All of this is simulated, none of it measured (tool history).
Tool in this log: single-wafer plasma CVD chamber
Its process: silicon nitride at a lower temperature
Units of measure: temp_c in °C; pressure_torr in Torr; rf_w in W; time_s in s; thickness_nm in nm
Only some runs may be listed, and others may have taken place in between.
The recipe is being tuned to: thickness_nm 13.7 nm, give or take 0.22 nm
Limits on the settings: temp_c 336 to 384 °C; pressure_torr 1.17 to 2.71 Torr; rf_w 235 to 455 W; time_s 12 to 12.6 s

| run | hour | temp_c | pressure_torr | rf_w | time_s | thickness_nm |
|---|---|---|---|---|---|---|
| 1 | 0 | 360 | 1.94 | 345 | 12.6 | 16.188 |
| 2 | 1.4 | 353 | 1.94 | 345 | 12.6 | 16.356 |
| 3 | 8.7 | 361 | 1.94 | 345 | 12.6 | 16.283 |
| 4 | 11.2 | 351 | 1.94 | 345 | 12.6 | 16.316 |
| 5 | 15.2 | 351 | 1.94 | 345 | 12 | 15.487 |
| 6 | 22.8 | 351 | 1.8 | 340 | 12 | 15.067 |
| 7 | 29.7 | 351 | 1.69 | 340 | 12 | 14.859 |
| 8 | 35.5 | 351 | 1.59 | 340 | 12 | 14.568 |
| 9 | 39.1 | 351 | 1.52 | 340 | 12 | 14.482 |
| 10 | 43.3 | 351 | 1.46 | 340 | 12 | 14.224 |
| 11 | 45.9 | 351 | 1.46 | 340 | 12 | 14.245 |
| 12 | 53.9 | 351 | 1.42 | 340 | 12 | 14.142 |
| 13 | 54.7 | 351 | 1.21 | 335 | 12 | 13.404 |
| 14 | 60.6 | 351 | 1.23 | 335 | 12 | 13.444 |

5 candidate next runs follow, results not yet known. Just one meets every target within its allowed miss. Identify it.
| A | 66.5 | 357 | 1.23 | 330 | 12.4 | ? |
| B | 66.5 | 354 | 1.37 | 310 | 12.1 | ? |
| C | 66.5 | 350 | 1.28 | 325 | 12 | ? |
| D | 66.5 | 347 | 1.29 | 290 | 12.6 | ? |
| E | 66.5 | 348 | 1.18 | 320 | 12.4 | ? |

| move | thickness_nm |
|---|---|
| A | 13.704 |
| B | 13.075 |
| C | 13.278 |
| D | 12.651 |
| E | 13.249 |
A: each result inside its tolerance
B: the biggest miss grows against the last run
C: the biggest miss grows against the last run
D: the biggest miss grows against the last run
E: the biggest miss grows against the last run
Answer: A
